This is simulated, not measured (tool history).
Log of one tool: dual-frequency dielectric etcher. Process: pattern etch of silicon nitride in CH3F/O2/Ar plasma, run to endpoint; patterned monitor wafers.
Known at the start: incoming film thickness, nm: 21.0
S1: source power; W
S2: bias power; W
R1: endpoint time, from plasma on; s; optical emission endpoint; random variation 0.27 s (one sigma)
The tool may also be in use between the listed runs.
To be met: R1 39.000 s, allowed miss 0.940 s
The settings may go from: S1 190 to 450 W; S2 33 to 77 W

run 1 hour=0.0 | S1=320 S2=55 | R1=33.820
run 2 hour=3.5 | S1=320 S2=50 | R1=35.927
run 3 hour=6.5 | S1=340 S2=50 | R1=34.480
run 4 hour=15.5 | S1=390 S2=50 | R1=32.705
run 5 hour=16.5 | S1=390 S2=60 | R1=29.475
run 6 hour=19.3 | S1=390 S2=63 | R1=28.734
run 7 hour=25.2 | S1=330 S2=52 | R1=34.762
run 8 hour=33.8 | S1=310 S2=51 | R1=36.106
run 9 hour=34.9 | S1=300 S2=51 | R1=36.730
run 10 hour=35.9 | S1=290 S2=51 | R1=37.356
run 11 hour=43.2 | S1=280 S2=51 | R1=37.940

Which of these 4 next moves meets every target?
run A hour=50.5 | S1=280 S2=54 | R1=?
run B hour=50.5 | S1=310 S2=50 | R1=?
run C hour=50.5 | S1=290 S2=52 | R1=?
run D hour=50.5 | S1=270 S2=50 | R1=?

move=A R1=36.699
move=B R1=36.396
move=C R1=36.811
move=D R1=38.954
A: further off than the last run
B: further off than the last run
C: further off than the last run
D: meets every target
The right move is D.
